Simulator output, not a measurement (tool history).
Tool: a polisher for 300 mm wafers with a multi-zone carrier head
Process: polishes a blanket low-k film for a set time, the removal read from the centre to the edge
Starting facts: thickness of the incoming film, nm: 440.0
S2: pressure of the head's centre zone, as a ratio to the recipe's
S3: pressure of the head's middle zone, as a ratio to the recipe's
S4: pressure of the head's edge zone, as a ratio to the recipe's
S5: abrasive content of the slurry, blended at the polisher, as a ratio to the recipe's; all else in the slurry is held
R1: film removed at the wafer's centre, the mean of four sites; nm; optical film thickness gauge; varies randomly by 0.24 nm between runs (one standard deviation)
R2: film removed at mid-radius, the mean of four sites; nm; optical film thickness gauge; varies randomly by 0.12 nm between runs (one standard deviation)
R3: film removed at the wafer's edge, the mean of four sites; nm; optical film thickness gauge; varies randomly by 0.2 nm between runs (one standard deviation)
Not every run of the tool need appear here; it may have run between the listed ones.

run 1 hour=0.0 | flow_of_slurry_(ml/min)=180 S2=1.00 S3=1.00 S4=1.00 S5=1.00 polishing_time_(s)=51 | R1=16.348 R2=16.386 R3=16.264
run 2 hour=3.4 | flow_of_slurry_(ml/min)=180 S2=1.00 S3=1.00 S4=1.00 S5=1.00 polishing_time_(s)=46 | R1=14.520 R2=14.732 R3=14.554
run 3 hour=11.4 | flow_of_slurry_(ml/min)=180 S2=1.01 S3=0.98 S4=1.03 S5=1.00 polishing_time_(s)=46 | R1=14.469 R2=14.378 R3=14.634
run 4 hour=16.9 | flow_of_slurry_(ml/min)=180 S2=1.01 S3=0.98 S4=1.03 S5=1.00 polishing_time_(s)=36 | R1=11.644 R2=11.357 R3=11.424
run 5 hour=19.3 | flow_of_slurry_(ml/min)=180 S2=1.02 S3=0.96 S4=1.06 S5=1.15 polishing_time_(s)=37 | R1=12.585 R2=12.195 R3=12.920
run 6 hour=27.5 | flow_of_slurry_(ml/min)=180 S2=1.02 S3=0.96 S4=1.12 S5=1.15 polishing_time_(s)=37 | R1=12.814 R2=12.296 R3=13.330
run 7 hour=28.2 | flow_of_slurry_(ml/min)=190 S2=1.04 S3=0.95 S4=1.14 S5=1.25 polishing_time_(s)=37 | R1=13.584 R2=12.442 R3=13.723
run 8 hour=31.7 | flow_of_slurry_(ml/min)=190 S2=1.04 S3=0.95 S4=1.14 S5=1.25 polishing_time_(s)=37 | R1=13.615 R2=12.384 R3=13.558

Forecast run 9:
run 9 hour=35.9 | flow_of_slurry_(ml/min)=190 S2=1.04 S3=0.95 S4=1.14 S5=1.25 polishing_time_(s)=37 | R1=? R2=? R3=?

{"run 9": {"R1": 13.408, "R2": 12.31, "R3": 13.64}}
